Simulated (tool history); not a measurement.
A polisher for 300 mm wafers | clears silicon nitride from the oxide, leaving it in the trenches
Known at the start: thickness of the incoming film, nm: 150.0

run,hour,flow of slurry (ml/min),pressure of the wafer on the pad (kPa),speed of the pad under the wafer (cm/s),overpolish time after the end point (s),time until the end point was called (s)
1,0.0,180,19.3,108,32,167.54
2,2.6,180,20.7,108,32,158.02
3,4.6,180,22.1,108,32,150.51
4,6.0,180,23.4,108,32,143.51
5,14.4,180,25.5,108,32,132.46
# hour 15.0: worn pad replaced by a new one
6,15.0,180,22.1,108,32,136.09

The next listed run, before its measurement:
7,17.3,180,22.8,108,32,?

Run 7 gave time until the end point was called (s) 133.48.
